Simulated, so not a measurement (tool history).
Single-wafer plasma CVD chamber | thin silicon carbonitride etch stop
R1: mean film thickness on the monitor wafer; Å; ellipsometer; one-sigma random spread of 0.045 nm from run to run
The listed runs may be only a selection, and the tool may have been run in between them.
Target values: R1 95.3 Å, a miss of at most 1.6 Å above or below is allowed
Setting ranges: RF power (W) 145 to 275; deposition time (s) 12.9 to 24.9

run 1 hour=0 | RF_power_(W)=210 deposition_time_(s)=18.9 | R1=108.78
run 2 hour=4.4 | RF_power_(W)=200 deposition_time_(s)=18.9 | R1=107.08
run 3 hour=12.6 | RF_power_(W)=200 deposition_time_(s)=19.9 | R1=112.69
run 4 hour=15.6 | RF_power_(W)=195 deposition_time_(s)=19.5 | R1=108.97
run 5 hour=24 | RF_power_(W)=195 deposition_time_(s)=21.4 | R1=119.46
run 6 hour=31.4 | RF_power_(W)=190 deposition_time_(s)=20.8 | R1=114.66
run 7 hour=36.2 | RF_power_(W)=185 deposition_time_(s)=20.4 | R1=111.74
run 8 hour=37.5 | RF_power_(W)=180 deposition_time_(s)=20.1 | R1=109.18
run 9 hour=45.8 | RF_power_(W)=175 deposition_time_(s)=19.8 | R1=105.03
run 10 hour=49.4 | RF_power_(W)=170 deposition_time_(s)=19.7 | R1=103.74
run 11 hour=56.2 | RF_power_(W)=170 deposition_time_(s)=19.7 | R1=102.83
run 12 hour=56.9 | RF_power_(W)=165 deposition_time_(s)=19.6 | R1=102.25
run 13 hour=57.4 | RF_power_(W)=160 deposition_time_(s)=19.5 | R1=99.572

Which single option among these 5 for the next run brings every result within its allowed miss of target? Just one does.
run A hour=57.9 | RF_power_(W)=195 deposition_time_(s)=19.1 | R1=?
run B hour=57.9 | RF_power_(W)=155 deposition_time_(s)=18.9 | R1=?
run C hour=57.9 | RF_power_(W)=150 deposition_time_(s)=18.4 | R1=?
run D hour=57.9 | RF_power_(W)=145 deposition_time_(s)=18.7 | R1=?
run E hour=57.9 | RF_power_(W)=160 deposition_time_(s)=20.2 | R1=?

move=A R1=106.37
move=B R1=94.623
move=C R1=90.618
move=D R1=90.508
move=E R1=102.72
A: its largest miss is bigger than the last run's
B: every result within its allowed miss
C: carries the result that was furthest off beyond its target, to the other side
D: carries the result that was furthest off beyond its target, to the other side
E: its largest miss is bigger than the last run's
Go with B: it meets all targets.
